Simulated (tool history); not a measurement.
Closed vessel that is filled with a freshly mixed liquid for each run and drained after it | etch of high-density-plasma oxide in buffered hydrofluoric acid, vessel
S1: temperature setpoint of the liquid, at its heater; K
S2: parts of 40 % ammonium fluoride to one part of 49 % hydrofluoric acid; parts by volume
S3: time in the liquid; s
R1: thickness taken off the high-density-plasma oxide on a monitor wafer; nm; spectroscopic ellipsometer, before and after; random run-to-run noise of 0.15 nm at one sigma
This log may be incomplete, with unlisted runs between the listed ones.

Run 1, hour 0: S1 295.15 K, S2 16 parts by volume, S3 100 s. Result: R1 69.486 nm.
Run 2, hour 1.3: S1 295.15 K, S2 18 parts by volume, S3 100 s. Result: R1 62.071 nm.
Run 3, hour 8.2: S1 294.15 K, S2 18 parts by volume, S3 100 s. Result: R1 58.704 nm.
Run 4, hour 11.1: S1 293.15 K, S2 18 parts by volume, S3 100 s. Result: R1 55.466 nm.
Run 5, hour 17: S1 293.15 K, S2 18 parts by volume, S3 100 s. Result: R1 55.699 nm.
Run 6, hour 24.7: S1 292.65 K, S2 18 parts by volume, S3 100 s. Result: R1 54.17 nm.

Run 7 comes next. What will it give?
Run 7, hour 25.6: S1 292.15 K, S2 18 parts by volume, S3 100 s. Result: R1 ?.

{"run 7": {"R1": 52.62}}
